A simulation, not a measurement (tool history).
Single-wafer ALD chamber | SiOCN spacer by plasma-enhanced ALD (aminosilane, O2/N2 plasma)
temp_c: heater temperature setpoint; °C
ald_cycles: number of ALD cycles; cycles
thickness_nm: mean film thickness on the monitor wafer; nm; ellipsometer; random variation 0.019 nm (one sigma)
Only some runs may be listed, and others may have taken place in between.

run    day  temp_c  ald_cycles  thickness_nm
  1      0     415          80        4.8974
  2  0.321     415          70        4.3272
  3  0.571     405          70        4.4799
  4  0.779     402          75        4.8346
  5  1.075     402          67        4.3071
  6  1.175     402          57        3.6511
  7  1.233     392          70        4.4762

Predict the results of run 8:
  8  1.612     391          83             ?

{"run 8": {"thickness_nm": 5.3272}}
